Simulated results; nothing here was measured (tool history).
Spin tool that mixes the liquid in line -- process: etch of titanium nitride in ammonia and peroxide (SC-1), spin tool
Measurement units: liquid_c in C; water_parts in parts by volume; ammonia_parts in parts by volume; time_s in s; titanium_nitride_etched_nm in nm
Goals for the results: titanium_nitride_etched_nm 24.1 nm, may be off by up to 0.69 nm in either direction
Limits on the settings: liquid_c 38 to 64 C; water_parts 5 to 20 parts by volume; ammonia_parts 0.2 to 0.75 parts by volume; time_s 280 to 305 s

run  hour  liquid_c  water_parts  ammonia_parts  time_s  titanium_nitride_etched_nm
  1     0        48           11           0.45     280                      10.261
  2     8      44.5           11           0.45     280                      7.9901
  3    14        49           11           0.45     280                      10.954
  4  15.8        49           11           0.35     280                      10.503
  5  23.5      52.5           11           0.35     280                      13.293
  6  30.7      52.5           11           0.35     280                      13.412
  7  36.8        55           11           0.35     280                      15.993
  8  37.7        62           11           0.35     280                      24.847

Which one of the following 5 next-run settings gets every result inside its allowed miss? There is exactly one.
  A  38.6        62           12            0.5     280                           ?
  B  38.6      57.5          6.5           0.45     280                           ?
  C  38.6        59          8.5            0.4     280                           ?
  D  38.6        64           13            0.3     280                           ?
  E  38.6        61          8.5            0.3     280                           ?

move  titanium_nitride_etched_nm
   A                      25.371
   B                      25.425
   C                      24.025
   D                      25.151
   E                      26.006
A: its largest miss is bigger than the last run's
B: its largest miss is bigger than the last run's
C: hits every target within its allowed miss
D: its largest miss is bigger than the last run's
E: its largest miss is bigger than the last run's
Go with C: it meets all targets.

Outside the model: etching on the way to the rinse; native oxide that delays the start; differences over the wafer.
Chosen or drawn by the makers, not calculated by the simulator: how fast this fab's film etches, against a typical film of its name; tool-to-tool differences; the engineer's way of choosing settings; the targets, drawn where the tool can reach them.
